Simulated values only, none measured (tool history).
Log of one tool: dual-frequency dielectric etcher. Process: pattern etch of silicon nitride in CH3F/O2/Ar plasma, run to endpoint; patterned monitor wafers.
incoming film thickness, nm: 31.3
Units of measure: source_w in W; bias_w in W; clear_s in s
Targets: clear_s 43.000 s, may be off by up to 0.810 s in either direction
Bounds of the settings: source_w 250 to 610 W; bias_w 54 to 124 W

run  hour  source_w  bias_w  clear_s
  1   0.0       430      89   38.456
  2   8.9       400      88   39.719
  3  13.2       380      87   40.908
  4  18.4       380      81   42.008
  5  21.9       310      81   44.839
  6  28.9       320      81   44.486
  7  29.6       330      81   44.091
  8  38.1       330      81   43.811

5 candidate next runs follow, results not yet known. Just one meets every target within its allowed miss. Identify it.
  A  46.6       300      82        ?
  B  46.6       320      79        ?
  C  46.6       260      96        ?
  D  46.6       290      89        ?
  E  46.6       280     105        ?

move  clear_s
   A   45.177
   B   44.655
   C   45.092
   D   44.470
   E   42.465
A: misses by more than the last run did
B: misses by more than the last run did
C: misses by more than the last run did
D: misses by more than the last run did
E: meets every target
Move E is the one to make.
